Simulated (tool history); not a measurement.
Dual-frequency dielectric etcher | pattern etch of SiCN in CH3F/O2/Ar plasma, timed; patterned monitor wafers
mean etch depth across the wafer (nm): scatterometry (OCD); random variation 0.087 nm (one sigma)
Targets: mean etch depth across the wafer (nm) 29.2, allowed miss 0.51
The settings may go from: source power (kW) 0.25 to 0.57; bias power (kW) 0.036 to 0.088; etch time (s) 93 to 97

run  hour  source power (kW)  bias power (kW)  etch time (s)  mean etch depth across the wafer (nm)
  1     0               0.41            0.062             93                                 33.405
  2   6.9               0.39            0.061             93                                 32.559
  3  14.7               0.37            0.061             93                                 32.133
  4  21.2               0.37            0.067             93                                 32.812
  5  27.9               0.34            0.067             93                                 31.921
  6    36               0.34            0.074             93                                 32.884
  7  36.7               0.32            0.073             93                                 32.178
  8  39.6               0.31            0.072             93                                 31.539
     47.7  -- bias power generator calibrated
  9  47.7                0.3            0.071             93                                 31.382
 10  54.7               0.29             0.07             93                                 30.953
 11  55.8               0.28            0.069             93                                 30.492

Which of these 5 next moves meets every target?
  A  56.9               0.25            0.067           93.5                                      ?
  B  56.9               0.25            0.075           96.5                                      ?
  C  56.9               0.29            0.069             93                                      ?
  D  56.9               0.28            0.067             93                                      ?
  E  56.9               0.29            0.081             93                                      ?

move  mean etch depth across the wafer (nm)
   A                                 29.109
   B                                 31.198
   C                                 30.917
   D                                 30.218
   E                                 32.625
A: meets every target
B: further off than the last run
C: further off than the last run
D: nearer than the last run, and not there yet
E: further off than the last run
Answer: A
